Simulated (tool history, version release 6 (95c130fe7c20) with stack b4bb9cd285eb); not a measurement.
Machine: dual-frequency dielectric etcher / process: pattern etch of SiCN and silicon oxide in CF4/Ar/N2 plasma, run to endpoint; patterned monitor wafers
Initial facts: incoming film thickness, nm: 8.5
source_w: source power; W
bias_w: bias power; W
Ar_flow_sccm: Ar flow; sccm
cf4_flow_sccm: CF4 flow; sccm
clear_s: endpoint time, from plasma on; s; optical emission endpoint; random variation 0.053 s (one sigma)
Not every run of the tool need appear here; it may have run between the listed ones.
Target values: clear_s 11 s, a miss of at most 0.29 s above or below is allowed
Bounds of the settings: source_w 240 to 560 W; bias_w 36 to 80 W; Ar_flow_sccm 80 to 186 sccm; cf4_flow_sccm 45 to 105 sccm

run,hour,source_w,bias_w,Ar_flow_sccm,cf4_flow_sccm,clear_s
1,0,400,58,133,75,13.659
2,8.7,400,58,133,82,13.243
3,16.1,420,58,133,82,12.703
4,23.9,420,58,133,91,12.474
5,25.7,440,58,133,91,11.915
6,28.6,450,58,133,91,11.786
7,33.7,460,58,133,91,11.49
8,36.6,470,58,133,91,11.399

Exactly one of the 5 candidate moves below puts every result within its allowed miss. Which one?
A,39.5,430,64,120,80,?
B,39.5,460,52,137,99,?
C,39.5,510,49,151,81,?
D,39.5,450,59,134,89,?
E,39.5,510,53,160,98,?

move,clear_s
A,12.019
B,11.661
C,11.624
D,11.767
E,11.009
A: further off than the last run
B: further off than the last run
C: further off than the last run
D: further off than the last run
E: hits every target within its allowed miss
The move that meets every target is E.
